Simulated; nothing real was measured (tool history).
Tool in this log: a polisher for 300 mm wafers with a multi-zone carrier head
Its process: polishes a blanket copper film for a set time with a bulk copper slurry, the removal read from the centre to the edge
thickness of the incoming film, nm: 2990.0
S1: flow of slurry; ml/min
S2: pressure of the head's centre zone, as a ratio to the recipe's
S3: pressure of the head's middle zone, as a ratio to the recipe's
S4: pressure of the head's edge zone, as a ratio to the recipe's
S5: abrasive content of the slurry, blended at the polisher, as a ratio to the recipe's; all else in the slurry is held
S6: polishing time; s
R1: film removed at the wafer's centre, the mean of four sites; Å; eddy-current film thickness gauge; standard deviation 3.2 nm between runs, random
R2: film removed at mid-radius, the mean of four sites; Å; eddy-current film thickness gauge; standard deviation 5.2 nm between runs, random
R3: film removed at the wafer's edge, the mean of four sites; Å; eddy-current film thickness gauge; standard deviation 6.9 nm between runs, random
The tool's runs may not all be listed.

run	hour	S1	S2	S3	S4	S5	S6	R1	R2	R3
1	0.0	145	1.00	1.00	1.00	1.00	70	5711.3	5732.3	5727.2
2	8.1	140	0.98	1.00	0.98	0.95	70	5523.2	5752.8	5487.6
3	16.2	140	0.98	1.00	0.98	0.75	70	5021.6	5277.9	5140.3
4	17.9	140	0.98	1.00	0.98	0.75	84	6119.5	6384.3	6160.4
5	26.4	110	0.98	1.00	0.98	0.75	84	5764.3	6086.7	6017.2
6	34.2	110	0.96	0.99	0.96	0.70	84	5537.0	5902.2	5776.5
7	36.3	90	0.86	0.93	0.86	0.55	84	4249.6	4892.5	4871.4
8	43.4	95	0.86	0.93	0.86	0.55	84	4325.9	4853.5	4772.4
9	48.3	105	0.85	0.99	0.89	0.60	84	4563.0	5426.3	5283.2
10	52.7	105	0.85	0.99	0.88	0.60	84	4511.0	5392.9	5277.8

Run 11, settings as shown, results not yet in. Your forecast:
11	58.6	105	0.85	0.99	0.87	0.60	84	?	?	?

Run 11 yielded R1 4511.8 Å, R2 5480.0 Å, R3 5222.0 Å.

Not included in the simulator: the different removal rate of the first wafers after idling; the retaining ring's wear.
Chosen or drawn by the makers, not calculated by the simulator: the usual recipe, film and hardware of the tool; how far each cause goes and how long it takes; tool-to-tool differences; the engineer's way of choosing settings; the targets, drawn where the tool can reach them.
